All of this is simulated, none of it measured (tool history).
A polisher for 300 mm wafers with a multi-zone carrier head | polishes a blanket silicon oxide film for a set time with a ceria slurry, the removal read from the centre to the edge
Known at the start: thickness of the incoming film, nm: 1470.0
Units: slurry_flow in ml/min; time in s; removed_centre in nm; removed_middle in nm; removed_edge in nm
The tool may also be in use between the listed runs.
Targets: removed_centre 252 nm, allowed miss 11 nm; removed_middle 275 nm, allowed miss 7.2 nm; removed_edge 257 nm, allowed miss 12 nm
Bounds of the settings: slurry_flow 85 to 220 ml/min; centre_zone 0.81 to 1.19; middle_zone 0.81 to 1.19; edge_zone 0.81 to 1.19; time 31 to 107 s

{"run": 1, "hour": 0.0, "slurry_flow": 140, "centre_zone": 1, "middle_zone": 1, "edge_zone": 1, "time": 69, "removed_centre": 433.59, "removed_middle": 436.9, "removed_edge": 432.65}
{"run": 2, "hour": 1.5, "slurry_flow": 135, "centre_zone": 0.98, "middle_zone": 0.99, "edge_zone": 0.96, "time": 61, "removed_centre": 377.13, "removed_middle": 386.37, "removed_edge": 370.66}
{"run": 3, "hour": 6.9, "slurry_flow": 125, "centre_zone": 0.95, "middle_zone": 0.97, "edge_zone": 0.93, "time": 56, "removed_centre": 319.27, "removed_middle": 339.48, "removed_edge": 323.13}
{"run": 4, "hour": 10.4, "slurry_flow": 125, "centre_zone": 0.95, "middle_zone": 0.97, "edge_zone": 1.01, "time": 56, "removed_centre": 322.82, "removed_middle": 339.82, "removed_edge": 346.29}
{"run": 5, "hour": 14.0, "slurry_flow": 125, "centre_zone": 0.95, "middle_zone": 0.97, "edge_zone": 1.01, "time": 48, "removed_centre": 277.73, "removed_middle": 291.07, "removed_edge": 293.81}
{"run": 6, "hour": 22.8, "slurry_flow": 95, "centre_zone": 0.95, "middle_zone": 0.97, "edge_zone": 1.01, "time": 48, "removed_centre": 253.96, "removed_middle": 265.93, "removed_edge": 283.65}
{"run": 7, "hour": 28.2, "slurry_flow": 95, "centre_zone": 0.95, "middle_zone": 0.98, "edge_zone": 0.98, "time": 47, "removed_centre": 253.59, "removed_middle": 264.68, "removed_edge": 274.29}
{"run": 8, "hour": 34.6, "slurry_flow": 100, "centre_zone": 0.94, "middle_zone": 0.99, "edge_zone": 0.96, "time": 47, "removed_centre": 249.6, "removed_middle": 268.1, "removed_edge": 266.91}

Which of these 4 next moves meets every target?
{"run": "A", "hour": 41.0, "slurry_flow": 165, "centre_zone": 1, "middle_zone": 1.1, "edge_zone": 0.83, "time": 39, "removed_centre": "?", "removed_middle": "?", "removed_edge": "?"}
{"run": "B", "hour": 41.0, "slurry_flow": 135, "centre_zone": 0.96, "middle_zone": 1.06, "edge_zone": 0.97, "time": 42, "removed_centre": "?", "removed_middle": "?", "removed_edge": "?"}
{"run": "C", "hour": 41.0, "slurry_flow": 85, "centre_zone": 0.92, "middle_zone": 0.89, "edge_zone": 1.15, "time": 51, "removed_centre": "?", "removed_middle": "?", "removed_edge": "?"}
{"run": "D", "hour": 41.0, "slurry_flow": 95, "centre_zone": 0.97, "middle_zone": 1, "edge_zone": 0.86, "time": 45, "removed_centre": "?", "removed_middle": "?", "removed_edge": "?"}

move=A removed_centre=257.57 removed_middle=275.05 removed_edge=221.67
move=B removed_centre=253.82 removed_middle=276.77 removed_edge=248.84
move=C removed_centre=249.76 removed_middle=258.5 removed_edge=298.55
move=D removed_centre=244.39 removed_middle=257.25 removed_edge=235.2
A: brings the result that was furthest off to its target, and leaves another outside
B: meets every target
C: further off than the last run
D: further off than the last run
The right move is B.

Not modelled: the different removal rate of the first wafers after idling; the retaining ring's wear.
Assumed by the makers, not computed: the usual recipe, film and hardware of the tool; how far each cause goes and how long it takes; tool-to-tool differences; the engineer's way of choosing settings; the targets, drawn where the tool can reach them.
